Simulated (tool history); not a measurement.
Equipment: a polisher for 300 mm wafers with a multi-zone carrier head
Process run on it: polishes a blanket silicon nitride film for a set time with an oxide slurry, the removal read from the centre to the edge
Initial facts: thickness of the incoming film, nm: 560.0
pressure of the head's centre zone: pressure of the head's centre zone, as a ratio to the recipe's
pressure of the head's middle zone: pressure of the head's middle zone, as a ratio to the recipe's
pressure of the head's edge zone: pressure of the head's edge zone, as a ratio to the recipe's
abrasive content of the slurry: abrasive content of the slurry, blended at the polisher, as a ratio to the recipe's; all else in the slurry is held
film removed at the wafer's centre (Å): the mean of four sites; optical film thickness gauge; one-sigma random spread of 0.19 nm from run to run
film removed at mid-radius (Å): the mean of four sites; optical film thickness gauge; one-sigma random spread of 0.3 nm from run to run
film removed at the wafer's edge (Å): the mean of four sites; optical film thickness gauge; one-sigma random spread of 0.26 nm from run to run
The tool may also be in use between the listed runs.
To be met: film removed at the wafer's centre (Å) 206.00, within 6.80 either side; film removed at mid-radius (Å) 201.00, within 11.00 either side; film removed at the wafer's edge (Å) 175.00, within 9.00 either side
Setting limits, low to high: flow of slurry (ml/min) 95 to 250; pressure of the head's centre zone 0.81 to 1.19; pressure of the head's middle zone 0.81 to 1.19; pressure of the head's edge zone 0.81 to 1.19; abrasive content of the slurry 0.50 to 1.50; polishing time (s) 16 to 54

run	day	flow of slurry (ml/min)	pressure of the head's centre zone	pressure of the head's middle zone	pressure of the head's edge zone	abrasive content of the slurry	polishing time (s)	film removed at the wafer's centre (Å)	film removed at mid-radius (Å)	film removed at the wafer's edge (Å)
1	0.000	160	1.00	1.00	1.00	1.00	35	161.03	165.45	162.39
2	0.183	170	1.02	1.02	1.00	1.00	35	167.92	172.02	155.87
3	0.338	175	1.03	1.02	1.01	1.05	35	175.94	171.79	164.24
4	0.638	175	1.03	0.94	1.01	1.05	35	173.44	162.66	166.12
5	0.892	180	1.04	0.96	1.01	1.05	35	174.60	168.22	167.30
6	1.092	180	1.09	0.96	1.01	1.05	35	184.36	169.27	170.70
7	1.396	185	1.09	0.98	1.01	1.05	35	185.83	174.07	168.78
8	1.733	190	1.09	1.00	1.01	1.05	35	188.65	176.93	163.20
9	1.896	190	1.09	1.01	1.01	1.10	35	190.07	178.88	168.17
10	2.112	190	1.09	1.02	1.01	1.10	35	191.37	184.31	169.24
11	2.404	195	1.09	1.03	1.01	1.10	35	191.40	187.62	174.23
12	2.500	200	1.10	1.04	1.01	1.10	35	189.64	187.31	171.56

5 candidate next runs follow, results not yet known. Just one meets every target within its allowed miss. Identify it.
A	2.596	205	1.15	1.08	1.00	0.80	41	?	?	?
B	2.596	240	1.01	0.97	0.97	1.05	40	?	?	?
C	2.596	235	0.90	1.08	1.02	1.15	36	?	?	?
D	2.596	225	1.03	1.10	1.00	1.20	34	?	?	?
E	2.596	155	1.09	1.00	1.03	1.15	35	?	?	?

move	film removed at the wafer's centre (Å)	film removed at mid-radius (Å)	film removed at the wafer's edge (Å)
A	203.99	198.52	173.50
B	201.76	204.11	191.86
C	167.43	208.40	182.66
D	183.11	202.05	173.11
E	182.87	177.16	169.82
A: all results in spec
B: the furthest-off result lands on target, but another misses its tolerance
C: moves away from the targets compared with the last run
D: moves away from the targets compared with the last run
E: moves away from the targets compared with the last run
A is the move that brings every result within its allowed miss.

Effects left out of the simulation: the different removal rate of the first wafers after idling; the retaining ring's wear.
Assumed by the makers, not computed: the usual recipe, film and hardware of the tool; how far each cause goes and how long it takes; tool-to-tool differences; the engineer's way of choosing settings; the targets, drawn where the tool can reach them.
